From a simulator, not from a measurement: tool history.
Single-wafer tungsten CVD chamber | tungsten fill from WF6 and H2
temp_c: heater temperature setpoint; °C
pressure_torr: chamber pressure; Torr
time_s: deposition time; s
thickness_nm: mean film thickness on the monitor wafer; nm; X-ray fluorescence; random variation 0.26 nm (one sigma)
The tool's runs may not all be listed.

run    day  temp_c  pressure_torr  time_s  thickness_nm
  1      0     380           34.4    29.7        64.974
  2  0.325     378           34.3    29.7        62.413
  3  0.688     378           37.8    29.7         66.78
  4  0.996     376           37.7    29.7         63.64
  5  1.071     381           37.7    29.7        69.769
  6  1.433     381           43.7    29.7        76.236
  7  1.458     378           43.5    29.7        72.958
  8  1.662     375           43.4    29.7        68.264
  9  1.946     373           43.3    29.7        66.038
 10  2.271     371           43.2    29.7        63.333
 11  2.638     370           43.1    29.7        62.185
 12  2.792     369             43    29.7        60.741

Run 13 comes next. What will it give?
 13  2.838     368             43    29.7             ?

thickness_nm: 60.135 nm
